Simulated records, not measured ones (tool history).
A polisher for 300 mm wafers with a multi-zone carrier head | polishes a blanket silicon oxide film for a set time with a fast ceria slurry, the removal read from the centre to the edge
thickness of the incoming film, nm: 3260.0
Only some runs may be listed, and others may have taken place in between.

run,hour,flow of slurry (ml/min),pressure of the head's centre zone,pressure of the head's middle zone,pressure of the head's edge zone,polishing time (s),film removed at the wafer's centre (nm),film removed at mid-radius (nm),film removed at the wafer's edge (nm)
1,0,190,1,1,1,30,490.19,485.78,493.1
2,8.7,195,1.02,1.01,1.02,30,504.45,486.83,500.83
3,16.7,200,1.04,1.03,1.03,30,521.39,495.87,500.69
4,20.7,200,1.04,1.03,0.99,30,519.61,497.37,500.18
5,27.9,205,1.05,1.04,1,31,537.64,523.9,515
6,31,205,1.11,1.04,1,31,571.54,536.02,517.85
7,32.7,210,1.11,1.04,1.01,31,584.1,520.22,513.22

Predict the results of run 8:
8,37.3,210,1.11,1.04,1.02,32,?,?,?

{"run 8": {"film removed at the wafer's centre (nm)": 603.28, "film removed at mid-radius (nm)": 542.99, "film removed at the wafer's edge (nm)": 540.78}}
